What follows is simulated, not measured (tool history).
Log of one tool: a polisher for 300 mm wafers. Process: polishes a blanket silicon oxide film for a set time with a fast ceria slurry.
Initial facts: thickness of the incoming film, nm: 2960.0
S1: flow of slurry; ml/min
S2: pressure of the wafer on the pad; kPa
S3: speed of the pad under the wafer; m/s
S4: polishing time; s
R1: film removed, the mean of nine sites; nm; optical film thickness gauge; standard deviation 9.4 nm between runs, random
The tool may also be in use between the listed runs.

run 1 hour=0 | S1=245 S2=13.8 S3=1.12 S4=54 | R1=580.27
run 2 hour=8.5 | S1=245 S2=16.5 S3=1.12 S4=54 | R1=705.69
run 3 hour=10.4 | S1=245 S2=17.2 S3=1.12 S4=54 | R1=734.11
run 4 hour=11.2 | S1=245 S2=17.2 S3=1.12 S4=48 | R1=636.12
run 5 hour=14.8 | S1=245 S2=19.3 S3=1.12 S4=48 | R1=720.72
run 6 hour=20.3 | S1=245 S2=19.3 S3=1.12 S4=54 | R1=813.25

What will run 7 give?
run 7 hour=24.4 | S1=245 S2=20 S3=1.12 S4=54 | R1=?

R1: 852.29 nm
